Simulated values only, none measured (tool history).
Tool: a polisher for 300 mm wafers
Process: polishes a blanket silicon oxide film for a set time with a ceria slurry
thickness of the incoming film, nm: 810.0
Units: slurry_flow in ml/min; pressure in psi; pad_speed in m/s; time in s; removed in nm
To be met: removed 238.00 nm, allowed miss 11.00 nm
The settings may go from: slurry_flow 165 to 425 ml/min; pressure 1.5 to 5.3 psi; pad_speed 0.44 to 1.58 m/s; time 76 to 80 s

run,hour,slurry_flow,pressure,pad_speed,time,removed
1,0.0,275,3.4,1.00,76,377.61
2,5.4,275,3.2,1.00,76,362.22
3,7.4,275,3.0,1.00,76,331.96
4,11.3,275,3.8,1.00,76,435.34
5,12.7,275,3.5,1.00,76,380.97
6,21.1,275,3.5,1.00,80,422.39
7,26.8,275,2.5,0.96,80,281.67
8,33.8,275,2.4,0.96,80,270.60
9,37.2,275,2.3,0.96,80,265.29
# hour 44.2: slurry nozzle cleaned
10,44.2,275,2.1,0.96,80,251.98

5 next moves are on the table. One of them brings every result within its allowed miss. Which?
A,51.2,165,1.6,1.36,80,?
B,51.2,325,2.0,0.96,76,?
C,51.2,260,2.3,0.94,76,?
D,51.2,250,2.5,0.90,76,?
E,51.2,215,2.9,0.78,76,?

move,removed
A,266.43
B,242.33
C,264.38
D,272.83
E,268.03
A: further off than the last run
B: meets every target
C: further off than the last run
D: further off than the last run
E: further off than the last run
The right move is B.
